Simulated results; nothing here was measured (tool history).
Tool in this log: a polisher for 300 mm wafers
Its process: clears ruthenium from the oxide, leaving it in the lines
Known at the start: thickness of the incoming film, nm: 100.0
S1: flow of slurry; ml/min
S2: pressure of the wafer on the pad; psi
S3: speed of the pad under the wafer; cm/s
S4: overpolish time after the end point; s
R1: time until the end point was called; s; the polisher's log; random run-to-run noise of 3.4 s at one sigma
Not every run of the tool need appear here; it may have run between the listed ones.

run 1 hour=0 | S1=130 S2=1.3 S3=104 S4=7 | R1=154.25
run 2 hour=7.2 | S1=130 S2=1.2 S3=104 S4=7 | R1=171.17
run 3 hour=10.7 | S1=130 S2=1.1 S3=104 S4=7 | R1=188.52
run 4 hour=15.8 | S1=130 S2=0.8 S3=104 S4=7 | R1=261.3
run 5 hour=19.6 | S1=130 S2=0.8 S3=92 S4=7 | R1=291
run 6 hour=26.9 | S1=130 S2=0.6 S3=92 S4=7 | R1=374.41
run 7 hour=34.3 | S1=130 S2=0.7 S3=92 S4=7 | R1=328.72

What will run 8 give?
run 8 hour=36.9 | S1=130 S2=0.8 S3=92 S4=7 | R1=?

R1: 289.08 s
